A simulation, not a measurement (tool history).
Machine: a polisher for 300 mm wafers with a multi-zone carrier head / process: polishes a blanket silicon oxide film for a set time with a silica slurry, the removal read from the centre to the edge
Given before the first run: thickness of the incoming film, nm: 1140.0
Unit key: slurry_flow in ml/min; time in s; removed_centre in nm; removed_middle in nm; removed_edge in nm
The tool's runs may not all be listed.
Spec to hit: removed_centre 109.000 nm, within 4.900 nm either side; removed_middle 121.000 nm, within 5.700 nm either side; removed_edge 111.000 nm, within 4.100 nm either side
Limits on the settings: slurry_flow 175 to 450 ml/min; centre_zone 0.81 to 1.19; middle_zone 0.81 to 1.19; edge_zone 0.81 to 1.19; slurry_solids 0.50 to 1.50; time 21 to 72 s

run,hour,slurry_flow,centre_zone,middle_zone,edge_zone,slurry_solids,time,removed_centre,removed_middle,removed_edge
1,0.0,290,1.00,1.00,1.00,1.00,46,152.590,153.600,153.590
2,5.2,290,1.00,1.00,1.00,1.00,39,127.030,128.660,128.190
3,11.1,290,1.00,1.00,1.00,1.00,29,94.659,92.317,94.567
4,17.3,290,1.00,1.00,1.00,1.00,21,68.337,69.576,69.335
5,20.7,290,1.00,1.00,1.00,1.00,21,68.257,67.994,67.876
6,25.4,245,1.00,1.00,1.00,1.00,21,68.477,66.824,67.826
7,32.4,270,1.01,1.10,1.08,1.25,34,118.470,128.150,121.650
8,40.1,260,1.00,1.10,1.06,1.25,34,117.890,125.030,121.880
9,44.7,260,1.00,1.11,1.05,1.20,34,115.950,125.190,120.750
10,45.4,275,1.01,1.12,1.05,1.15,34,114.730,127.390,116.660
11,50.0,270,1.01,1.12,1.05,1.15,34,118.930,124.980,115.540
12,57.5,270,1.00,1.12,1.05,1.15,34,114.000,125.590,120.460
13,62.4,270,1.00,1.12,1.05,1.15,34,114.330,127.290,117.940
14,63.5,265,1.00,1.12,1.05,1.10,34,113.330,127.940,115.360
15,70.8,265,1.00,1.11,1.05,1.10,34,110.420,124.590,118.400

Exercise: of the 5 proposed moves below, exactly one satisfies all targets within the stated allowed misses. Which move is it?
A,78.1,175,0.93,1.02,1.17,1.05,38,?,?,?
B,78.1,250,0.96,1.07,1.07,1.00,37,?,?,?
C,78.1,275,0.92,1.08,1.07,1.10,38,?,?,?
D,78.1,315,0.98,1.09,1.00,0.90,35,?,?,?
E,78.1,255,0.97,1.03,1.10,1.00,36,?,?,?

move,removed_centre,removed_middle,removed_edge
A,109.330,120.130,126.350
B,115.030,126.620,120.530
C,118.020,136.540,128.550
D,110.580,120.770,108.860
E,113.370,119.550,119.160
A: further off than the last run
B: further off than the last run
C: further off than the last run
D: every result lands within tolerance
E: further off than the last run
The right move is D.
